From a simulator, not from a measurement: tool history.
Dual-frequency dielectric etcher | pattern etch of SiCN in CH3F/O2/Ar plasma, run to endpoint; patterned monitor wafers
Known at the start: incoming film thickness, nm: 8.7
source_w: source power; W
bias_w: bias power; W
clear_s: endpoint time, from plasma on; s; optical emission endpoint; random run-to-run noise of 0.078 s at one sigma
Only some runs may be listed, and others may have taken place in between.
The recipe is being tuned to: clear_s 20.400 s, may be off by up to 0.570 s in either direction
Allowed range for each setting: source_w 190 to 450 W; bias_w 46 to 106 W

run    day  source_w  bias_w  clear_s
  1  0.000       320      76   24.072
  2  0.262       280      76   25.905
  3  0.604       240      76   27.929
  4  0.812       240      67   29.333
  5  0.933       240      59   30.472
  6  1.192       270      61   28.326
  7  1.512       290      62   27.030
  8  1.596       310      63   26.063
     1.688  -- bias power generator calibrated
  9  1.688       330      64   24.781
 10  1.838       340      65   24.133
 11  2.104       350      66   24.001

Which one of the following 5 next-run settings gets every result inside its allowed miss? There is exactly one.
  A  2.371       370      70        ?
  B  2.371       330      54        ?
  C  2.371       440      75        ?
  D  2.371       280      46        ?
  E  2.371       400      68        ?

move  clear_s
   A   22.864
   B   26.139
   C   20.647
   D   29.753
   E   22.242
A: nearer the targets than the last run, but a result is still out of spec
B: further off than the last run
C: all results in spec
D: further off than the last run
E: nearer the targets than the last run, but a result is still out of spec
Go with C: it meets all targets.
